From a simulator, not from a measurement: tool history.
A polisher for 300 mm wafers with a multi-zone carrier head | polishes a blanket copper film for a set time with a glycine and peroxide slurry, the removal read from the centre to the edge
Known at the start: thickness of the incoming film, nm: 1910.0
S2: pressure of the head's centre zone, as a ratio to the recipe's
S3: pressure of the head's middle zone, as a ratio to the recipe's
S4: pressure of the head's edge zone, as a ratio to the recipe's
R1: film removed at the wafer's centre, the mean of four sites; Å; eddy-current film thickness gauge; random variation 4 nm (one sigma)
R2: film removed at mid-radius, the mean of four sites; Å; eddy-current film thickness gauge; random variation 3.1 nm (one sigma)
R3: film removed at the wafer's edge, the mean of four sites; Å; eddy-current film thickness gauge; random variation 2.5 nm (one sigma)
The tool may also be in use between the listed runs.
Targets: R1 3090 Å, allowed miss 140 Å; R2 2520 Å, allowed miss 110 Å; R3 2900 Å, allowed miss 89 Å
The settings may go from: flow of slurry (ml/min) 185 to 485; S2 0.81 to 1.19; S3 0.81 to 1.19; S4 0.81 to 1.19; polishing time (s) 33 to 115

run 1 hour=0 | flow_of_slurry_(ml/min)=310 S2=1 S3=1 S4=1 polishing_time_(s)=73 | R1=5353 R2=5243.5 R3=5131.4
run 2 hour=3.2 | flow_of_slurry_(ml/min)=305 S2=1 S3=0.98 S4=1 polishing_time_(s)=68 | R1=5057.6 R2=4818 R3=4823.2
run 3 hour=4.3 | flow_of_slurry_(ml/min)=305 S2=0.97 S3=0.98 S4=1 polishing_time_(s)=68 | R1=4626.4 R2=4809.3 R3=4834
run 4 hour=13 | flow_of_slurry_(ml/min)=305 S2=0.97 S3=0.98 S4=0.97 polishing_time_(s)=68 | R1=4803.4 R2=4792.7 R3=4735.6
run 5 hour=16.3 | flow_of_slurry_(ml/min)=250 S2=0.97 S3=0.98 S4=0.97 polishing_time_(s)=68 | R1=4780.2 R2=4602.9 R3=4670.9
run 6 hour=23.5 | flow_of_slurry_(ml/min)=205 S2=0.97 S3=0.98 S4=0.97 polishing_time_(s)=68 | R1=4550.4 R2=4574.3 R3=4590.4
run 7 hour=28.4 | flow_of_slurry_(ml/min)=205 S2=0.97 S3=0.96 S4=0.96 polishing_time_(s)=64 | R1=4303.2 R2=4234.3 R3=4333.1
run 8 hour=35.5 | flow_of_slurry_(ml/min)=205 S2=0.98 S3=0.94 S4=0.95 polishing_time_(s)=61 | R1=4145.7 R2=3927.1 R3=4044.7
run 9 hour=39.3 | flow_of_slurry_(ml/min)=205 S2=0.98 S3=0.94 S4=0.95 polishing_time_(s)=61 | R1=4068.4 R2=3962.6 R3=4135.9
run 10 hour=40.3 | flow_of_slurry_(ml/min)=205 S2=1 S3=0.93 S4=0.94 polishing_time_(s)=58 | R1=3956.7 R2=3686 R3=3961.3
run 11 hour=48.3 | flow_of_slurry_(ml/min)=205 S2=1.01 S3=0.93 S4=0.93 polishing_time_(s)=55 | R1=3808.7 R2=3526.2 R3=3686.8
run 12 hour=50.2 | flow_of_slurry_(ml/min)=205 S2=1.02 S3=0.92 S4=0.92 polishing_time_(s)=53 | R1=3791.1 R2=3322.8 R3=3515.9
run 13 hour=54.3 | flow_of_slurry_(ml/min)=195 S2=0.96 S3=0.82 S4=0.88 polishing_time_(s)=39 | R1=2506.1 R2=2224.8 R3=2552.3
run 14 hour=62.6 | flow_of_slurry_(ml/min)=265 S2=1.06 S3=0.87 S4=0.98 polishing_time_(s)=38 | R1=2878.5 R2=2435.7 R3=2619.5
run 15 hour=64.6 | flow_of_slurry_(ml/min)=260 S2=1.06 S3=0.86 S4=0.98 polishing_time_(s)=39 | R1=2895.2 R2=2378 R3=2720.7
run 16 hour=72 | flow_of_slurry_(ml/min)=260 S2=1.06 S3=0.86 S4=0.99 polishing_time_(s)=39 | R1=2936.3 R2=2382.8 R3=2740.1
run 17 hour=74.2 | flow_of_slurry_(ml/min)=260 S2=1.06 S3=0.86 S4=1 polishing_time_(s)=39 | R1=2914.7 R2=2463.5 R3=2750.6
run 18 hour=78.7 | flow_of_slurry_(ml/min)=260 S2=1.07 S3=0.86 S4=1.01 polishing_time_(s)=39 | R1=2966 R2=2440.6 R3=2741.3
run 19 hour=85.1 | flow_of_slurry_(ml/min)=260 S2=1.07 S3=0.86 S4=1.02 polishing_time_(s)=39 | R1=2954.8 R2=2439.3 R3=2777
run 20 hour=93.1 | flow_of_slurry_(ml/min)=260 S2=1.07 S3=0.86 S4=1.02 polishing_time_(s)=39 | R1=2859.9 R2=2450.1 R3=2748.2
run 21 hour=96 | flow_of_slurry_(ml/min)=260 S2=1.08 S3=0.86 S4=1.02 polishing_time_(s)=39 | R1=2993.7 R2=2446.1 R3=2789.6
run 22 hour=103 | flow_of_slurry_(ml/min)=255 S2=1.09 S3=0.87 S4=1.04 polishing_time_(s)=39 | R1=3057.7 R2=2425.4 R3=2731.3
run 23 hour=109.8 | flow_of_slurry_(ml/min)=290 S2=1.05 S3=0.85 S4=1.05 polishing_time_(s)=42 | R1=3135.6 R2=2630.5 R3=3033.2

5 next moves are on the table. One of them brings every result within its allowed miss. Which?
run A hour=116.6 | flow_of_slurry_(ml/min)=250 S2=0.93 S3=0.85 S4=1.02 polishing_time_(s)=41 | R1=? R2=? R3=?
run B hour=116.6 | flow_of_slurry_(ml/min)=305 S2=1.11 S3=0.99 S4=0.99 polishing_time_(s)=40 | R1=? R2=? R3=?
run C hour=116.6 | flow_of_slurry_(ml/min)=185 S2=0.94 S3=0.81 S4=1.04 polishing_time_(s)=45 | R1=? R2=? R3=?
run D hour=116.6 | flow_of_slurry_(ml/min)=255 S2=1.07 S3=0.85 S4=1.02 polishing_time_(s)=41 | R1=? R2=? R3=?
run E hour=116.6 | flow_of_slurry_(ml/min)=385 S2=0.95 S3=0.85 S4=1.03 polishing_time_(s)=40 | R1=? R2=? R3=?

move=A R1=2705.6 R2=2527.6 R3=2955.1
move=B R1=3230.2 R2=2855.1 R3=2887
move=C R1=2872.8 R2=2564.1 R3=3177.3
move=D R1=3123.9 R2=2531.3 R3=2960.1
move=E R1=2818.9 R2=2566.7 R3=2985
A: brings the result that was furthest off to its target, and leaves another outside
B: brings the result that was furthest off to its target, and leaves another outside
C: further off than the last run
D: meets every target
E: brings the result that was furthest off to its target, and leaves another outside
The right move is D.

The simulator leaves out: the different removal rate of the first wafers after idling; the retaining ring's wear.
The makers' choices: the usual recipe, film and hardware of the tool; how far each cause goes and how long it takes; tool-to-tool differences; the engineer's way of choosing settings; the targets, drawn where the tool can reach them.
